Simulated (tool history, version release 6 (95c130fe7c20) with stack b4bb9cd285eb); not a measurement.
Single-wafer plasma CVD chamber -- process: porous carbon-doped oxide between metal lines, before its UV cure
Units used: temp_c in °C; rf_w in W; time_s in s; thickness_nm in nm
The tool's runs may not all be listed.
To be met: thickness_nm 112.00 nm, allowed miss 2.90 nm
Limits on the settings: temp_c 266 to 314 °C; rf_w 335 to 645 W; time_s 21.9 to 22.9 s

run	hour	temp_c	rf_w	time_s	thickness_nm
1	0.0	290	490	22.9	126.75
2	3.1	294	485	22.9	123.21
3	5.4	297	480	22.9	118.87
4	10.4	299	480	22.9	117.65
5	15.1	300	480	22.9	117.63
6	22.6	300	530	22.9	125.49
7	31.2	303	520	22.9	121.26
8	36.3	305	515	22.9	118.98

Below are 4 possible settings for the next run. Only one of them brings all results inside the allowed miss of their targets. Which is it?
A	41.4	303	590	21.9	?
B	41.4	312	535	21.9	?
C	41.4	297	550	22.9	?
D	41.4	296	530	21.9	?

move	thickness_nm
A	127.13
B	112.22
C	131.26
D	123.21
A: misses by more than the last run did
B: in spec on every target
C: misses by more than the last run did
D: misses by more than the last run did
The right move is B.

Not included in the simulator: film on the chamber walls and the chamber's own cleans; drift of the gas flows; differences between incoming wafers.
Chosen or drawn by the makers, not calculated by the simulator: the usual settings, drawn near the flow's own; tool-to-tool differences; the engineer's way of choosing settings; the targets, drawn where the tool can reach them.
